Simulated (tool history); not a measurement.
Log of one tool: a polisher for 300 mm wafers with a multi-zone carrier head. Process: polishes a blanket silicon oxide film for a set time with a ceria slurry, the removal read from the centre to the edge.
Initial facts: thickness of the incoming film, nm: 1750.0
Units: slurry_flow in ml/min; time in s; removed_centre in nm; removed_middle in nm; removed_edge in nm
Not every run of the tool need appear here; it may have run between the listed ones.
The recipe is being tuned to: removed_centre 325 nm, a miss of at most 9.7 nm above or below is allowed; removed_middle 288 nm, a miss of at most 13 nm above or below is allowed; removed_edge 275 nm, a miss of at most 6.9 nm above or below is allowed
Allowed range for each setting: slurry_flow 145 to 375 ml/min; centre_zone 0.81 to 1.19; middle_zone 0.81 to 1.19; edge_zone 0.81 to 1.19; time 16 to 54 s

Run 1, hour 0: slurry_flow 240 ml/min, centre_zone 1, middle_zone 1, edge_zone 1, time 35 s. Result: removed_centre 184.47 nm, removed_middle 182.32 nm, removed_edge 180.42 nm.
Run 2, hour 4.4: slurry_flow 255 ml/min, centre_zone 1.04, middle_zone 1.02, edge_zone 1.03, time 37 s. Result: removed_centre 203.27 nm, removed_middle 199.34 nm, removed_edge 194.39 nm.
Run 3, hour 6.4: slurry_flow 265 ml/min, centre_zone 1.07, middle_zone 1.02, edge_zone 1.04, time 39 s. Result: removed_centre 224.69 nm, removed_middle 209.8 nm, removed_edge 207.31 nm.
Run 4, hour 11.2: slurry_flow 265 ml/min, centre_zone 1.07, middle_zone 1.02, edge_zone 0.97, time 39 s. Result: removed_centre 224.87 nm, removed_middle 213.02 nm, removed_edge 200.4 nm.
Run 5, hour 17.8: slurry_flow 265 ml/min, centre_zone 1.07, middle_zone 0.94, edge_zone 0.97, time 39 s. Result: removed_centre 223.15 nm, removed_middle 198.47 nm, removed_edge 201.94 nm.
Run 6, hour 18.5: slurry_flow 275 ml/min, centre_zone 1.09, middle_zone 0.97, edge_zone 0.99, time 41 s. Result: removed_centre 239.19 nm, removed_middle 213.03 nm, removed_edge 216.05 nm.
Run 7, hour 27.4: slurry_flow 280 ml/min, centre_zone 1.11, middle_zone 0.99, edge_zone 1, time 43 s. Result: removed_centre 259.89 nm, removed_middle 224.43 nm, removed_edge 223.24 nm.
Run 8, hour 29.3: slurry_flow 285 ml/min, centre_zone 1.11, middle_zone 1.01, edge_zone 1.02, time 44 s. Result: removed_centre 262.31 nm, removed_middle 236.33 nm, removed_edge 230.95 nm.
Run 9, hour 36.3: slurry_flow 285 ml/min, centre_zone 1.12, middle_zone 1.02, edge_zone 1.03, time 45 s. Result: removed_centre 276.4 nm, removed_middle 239.63 nm, removed_edge 239.67 nm.
Run 10, hour 45.2: slurry_flow 335 ml/min, centre_zone 1.15, middle_zone 1.12, edge_zone 1.1, time 49 s. Result: removed_centre 312.38 nm, removed_middle 285.4 nm, removed_edge 268.16 nm.
Run 11, hour 53.6: slurry_flow 335 ml/min, centre_zone 1.16, middle_zone 1.12, edge_zone 1.11, time 49 s. Result: removed_centre 314.02 nm, removed_middle 285.39 nm, removed_edge 265.37 nm.

Next run, 5 choices. One meets every target within its allowed miss, the rest don't. Which?
Run A, hour 62: slurry_flow 260 ml/min, centre_zone 1.13, middle_zone 1.09, edge_zone 1.18, time 50 s. Result: removed_centre ?, removed_middle ?, removed_edge ?.
Run B, hour 62: slurry_flow 375 ml/min, centre_zone 1.1, middle_zone 1.07, edge_zone 1.09, time 50 s. Result: removed_centre ?, removed_middle ?, removed_edge ?.
Run C, hour 62: slurry_flow 330 ml/min, centre_zone 1.18, middle_zone 1.11, edge_zone 1.11, time 50 s. Result: removed_centre ?, removed_middle ?, removed_edge ?.
Run D, hour 62: slurry_flow 290 ml/min, centre_zone 1.18, middle_zone 1.18, edge_zone 1.02, time 48 s. Result: removed_centre ?, removed_middle ?, removed_edge ?.
Run E, hour 62: slurry_flow 325 ml/min, centre_zone 1.16, middle_zone 1.16, edge_zone 1.09, time 47 s. Result: removed_centre ?, removed_middle ?, removed_edge ?.

move  removed_centre  removed_middle  removed_edge
   A          299.02          284.62         274.8
   B          302.87          291.62        275.24
   C          321.21          295.28        274.43
   D          304.14          291.45        253.84
   E           296.4          285.38        256.05
A: brings the result that was furthest off to its target, and leaves another outside
B: brings the result that was furthest off to its target, and leaves another outside
C: each result inside its tolerance
D: the biggest miss grows against the last run
E: the biggest miss grows against the last run
C meets every target.
